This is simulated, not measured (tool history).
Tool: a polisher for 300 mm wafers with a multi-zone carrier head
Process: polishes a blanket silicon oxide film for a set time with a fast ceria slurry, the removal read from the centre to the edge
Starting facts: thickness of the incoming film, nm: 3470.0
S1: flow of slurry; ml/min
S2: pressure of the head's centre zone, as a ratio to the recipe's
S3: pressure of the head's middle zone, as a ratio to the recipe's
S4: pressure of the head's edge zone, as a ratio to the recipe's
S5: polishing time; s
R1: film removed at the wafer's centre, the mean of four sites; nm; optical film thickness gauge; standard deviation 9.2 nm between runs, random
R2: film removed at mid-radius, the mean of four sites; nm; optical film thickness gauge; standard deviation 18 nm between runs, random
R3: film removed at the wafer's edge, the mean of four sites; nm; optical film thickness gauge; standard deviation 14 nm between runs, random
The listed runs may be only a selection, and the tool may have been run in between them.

run 1 hour=0.0 | S1=165 S2=1.00 S3=1.00 S4=1.00 S5=72 | R1=1015.4 R2=1034.7 R3=1042.1
run 2 hour=7.4 | S1=175 S2=1.03 S3=1.00 S4=1.03 S5=74 | R1=1082.8 R2=1060.3 R3=1122.1
run 3 hour=13.2 | S1=175 S2=1.03 S3=1.09 S4=1.03 S5=74 | R1=1085.1 R2=1163.7 R3=1089.7
run 4 hour=14.6 | S1=185 S2=1.06 S3=1.09 S4=1.04 S5=75 | R1=1145.4 R2=1184.4 R3=1124.3
run 5 hour=19.3 | S1=195 S2=1.08 S3=1.09 S4=1.05 S5=76 | R1=1181.2 R2=1193.9 R3=1131.0
run 6 hour=22.0 | S1=230 S2=1.08 S3=1.09 S4=1.05 S5=76 | R1=1214.7 R2=1225.8 R3=1187.3
run 7 hour=30.6 | S1=235 S2=1.10 S3=1.08 S4=1.06 S5=77 | R1=1246.5 R2=1216.1 R3=1192.1

Expected results for the next run?
run 8 hour=32.9 | S1=240 S2=1.11 S3=1.07 S4=1.07 S5=79 | R1=? R2=? R3=?

R1: 1294.2 nm
R2: 1246.9 nm
R3: 1226.1 nm
